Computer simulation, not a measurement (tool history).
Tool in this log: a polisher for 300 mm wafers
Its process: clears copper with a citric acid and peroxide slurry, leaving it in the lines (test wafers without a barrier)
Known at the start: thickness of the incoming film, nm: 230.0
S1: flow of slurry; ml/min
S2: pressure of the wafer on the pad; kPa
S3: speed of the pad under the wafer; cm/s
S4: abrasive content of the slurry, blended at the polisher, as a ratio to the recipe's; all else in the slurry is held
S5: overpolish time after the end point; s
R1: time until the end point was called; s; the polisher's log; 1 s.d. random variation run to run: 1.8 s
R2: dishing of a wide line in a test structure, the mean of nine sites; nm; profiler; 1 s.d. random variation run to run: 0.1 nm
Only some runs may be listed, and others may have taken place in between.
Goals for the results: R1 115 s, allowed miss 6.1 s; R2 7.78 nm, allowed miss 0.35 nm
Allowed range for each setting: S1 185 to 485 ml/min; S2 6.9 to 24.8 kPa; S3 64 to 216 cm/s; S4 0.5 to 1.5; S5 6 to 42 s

run	day	S1	S2	S3	S4	S5	R1	R2
1	0	310	15.9	140	1	21	78.167	36.439
2	0.112	305	13.1	134	1	16	95.474	23.6
3	0.279	265	11	126	1.15	13	117.42	15.999
4	0.375	265	11	126	1.15	21	114.41	24.39
5	0.408	265	11	92	1.15	21	136.37	21.232
6	0.75	240	9.7	110	1.25	16	137.71	16.074
7	0.904	220	9	122	1.35	13	140.1	13.53
8	1.104	210	8.3	132	1.4	11	142.36	10.802
9	1.475	200	7.6	152	1.45	9	148.1	8.9942
10	1.762	195	7.6	174	1.45	8	134.95	8.746
11	1.983	190	7.6	188	1.45	7	129.48	8.2223
12	2.042	185	6.9	216	1.45	6	126.37	6.89
13	2.146	205	6.9	216	1.45	6	125.83	7.103

Which of these 4 next moves meets every target?
A	2.25	185	8.3	216	1.1	6	?	?
B	2.25	185	6.9	208	1.45	6	?	?
C	2.25	265	6.9	200	1.5	6	?	?
D	2.25	265	6.9	210	1.25	6	?	?

move	R1	R2
A	111.84	7.8629
B	129.93	6.7875
C	125.93	6.9936
D	125.92	6.9937
A: hits every target within its allowed miss
B: its largest miss is bigger than the last run's
C: its largest miss is bigger than the last run's
D: its largest miss is bigger than the last run's
A meets every target.
